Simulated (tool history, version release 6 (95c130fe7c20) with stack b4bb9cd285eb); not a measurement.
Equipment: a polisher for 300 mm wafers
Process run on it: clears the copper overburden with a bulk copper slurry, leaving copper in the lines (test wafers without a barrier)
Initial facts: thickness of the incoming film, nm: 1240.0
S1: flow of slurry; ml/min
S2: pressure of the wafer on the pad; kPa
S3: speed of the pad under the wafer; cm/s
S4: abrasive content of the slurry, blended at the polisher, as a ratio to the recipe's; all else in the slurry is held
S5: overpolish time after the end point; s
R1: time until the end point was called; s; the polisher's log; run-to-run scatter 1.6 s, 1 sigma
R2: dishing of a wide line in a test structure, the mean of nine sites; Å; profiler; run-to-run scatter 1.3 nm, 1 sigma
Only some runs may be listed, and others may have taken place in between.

Run 1, hour 0.0: S1 155 ml/min, S2 20.7 kPa, S3 134 cm/s, S4 1.00, S5 25 s. Result: R1 94.194 s, R2 1088.00 Å.
Run 2, hour 2.8: S1 155 ml/min, S2 20.7 kPa, S3 114 cm/s, S4 1.00, S5 25 s. Result: R1 102.510 s, R2 1109.00 Å.
Run 3, hour 4.9: S1 155 ml/min, S2 20.7 kPa, S3 126 cm/s, S4 1.00, S5 25 s. Result: R1 96.896 s, R2 1049.80 Å.
Run 4, hour 12.8: S1 155 ml/min, S2 17.9 kPa, S3 126 cm/s, S4 1.00, S5 25 s. Result: R1 111.450 s, R2 1015.90 Å.
At hour 13.4: slurry nozzle cleaned.
Run 5, hour 13.4: S1 155 ml/min, S2 17.9 kPa, S3 110 cm/s, S4 1.00, S5 25 s. Result: R1 111.790 s, R2 1045.60 Å.
Run 6, hour 21.7: S1 190 ml/min, S2 17.9 kPa, S3 110 cm/s, S4 1.00, S5 25 s. Result: R1 111.820 s, R2 981.37 Å.
Run 7, hour 25.7: S1 205 ml/min, S2 15.9 kPa, S3 130 cm/s, S4 0.90, S5 20 s. Result: R1 116.600 s, R2 888.60 Å.
Run 8, hour 31.3: S1 215 ml/min, S2 13.8 kPa, S3 148 cm/s, S4 0.85, S5 17 s. Result: R1 120.730 s, R2 783.88 Å.
Run 9, hour 39.3: S1 225 ml/min, S2 12.4 kPa, S3 166 cm/s, S4 0.75, S5 14 s. Result: R1 123.430 s, R2 651.68 Å.

Expected results for the next run?
Run 10, hour 41.8: S1 225 ml/min, S2 12.4 kPa, S3 168 cm/s, S4 0.70, S5 12 s. Result: R1 ?, R2 ?.

Run 10 measured R1 124.890 s, R2 633.10 Å.
